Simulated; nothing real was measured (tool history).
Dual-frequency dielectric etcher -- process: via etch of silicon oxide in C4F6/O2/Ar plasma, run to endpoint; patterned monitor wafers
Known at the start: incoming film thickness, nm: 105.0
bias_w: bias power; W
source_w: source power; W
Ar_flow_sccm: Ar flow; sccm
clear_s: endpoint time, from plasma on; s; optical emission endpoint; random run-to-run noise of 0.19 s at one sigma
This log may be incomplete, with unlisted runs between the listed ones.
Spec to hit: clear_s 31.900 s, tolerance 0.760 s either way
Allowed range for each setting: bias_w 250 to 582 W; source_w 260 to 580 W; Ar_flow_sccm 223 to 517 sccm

Run 1, day 0.000: bias_w 416 W, source_w 420 W, Ar_flow_sccm 370 sccm. Result: clear_s 26.027 s.
Run 2, day 0.054: bias_w 416 W, source_w 420 W, Ar_flow_sccm 344 sccm. Result: clear_s 25.972 s.
Run 3, day 0.204: bias_w 386 W, source_w 400 W, Ar_flow_sccm 347 sccm. Result: clear_s 26.906 s.
Run 4, day 0.267: bias_w 361 W, source_w 380 W, Ar_flow_sccm 352 sccm. Result: clear_s 28.473 s.
Run 5, day 0.471: bias_w 342 W, source_w 370 W, Ar_flow_sccm 353 sccm. Result: clear_s 28.986 s.
Run 6, day 0.733: bias_w 326 W, source_w 360 W, Ar_flow_sccm 355 sccm. Result: clear_s 29.968 s.
Run 7, day 0.842: bias_w 315 W, source_w 360 W, Ar_flow_sccm 356 sccm. Result: clear_s 30.110 s.
Run 8, day 1.154: bias_w 305 W, source_w 360 W, Ar_flow_sccm 357 sccm. Result: clear_s 30.635 s.
Run 9, day 1.200: bias_w 298 W, source_w 360 W, Ar_flow_sccm 357 sccm. Result: clear_s 30.877 s.
Run 10, day 1.400: bias_w 293 W, source_w 360 W, Ar_flow_sccm 357 sccm. Result: clear_s 30.796 s.
Run 11, day 1.746: bias_w 287 W, source_w 360 W, Ar_flow_sccm 357 sccm. Result: clear_s 30.811 s.

Exactly one of the 5 candidate moves below puts every result within its allowed miss. Which one?
Run A, day 2.092: bias_w 288 W, source_w 410 W, Ar_flow_sccm 348 sccm. Result: clear_s ?.
Run B, day 2.092: bias_w 300 W, source_w 380 W, Ar_flow_sccm 351 sccm. Result: clear_s ?.
Run C, day 2.092: bias_w 301 W, source_w 400 W, Ar_flow_sccm 392 sccm. Result: clear_s ?.
Run D, day 2.092: bias_w 263 W, source_w 360 W, Ar_flow_sccm 358 sccm. Result: clear_s ?.
Run E, day 2.092: bias_w 293 W, source_w 390 W, Ar_flow_sccm 375 sccm. Result: clear_s ?.

move  clear_s
   A   29.365
   B   29.880
   C   29.586
   D   31.827
   E   29.994
A: lands further from the targets than the last run did
B: lands further from the targets than the last run did
C: lands further from the targets than the last run did
D: all results in spec
E: lands further from the targets than the last run did
Go with D: it meets all targets.
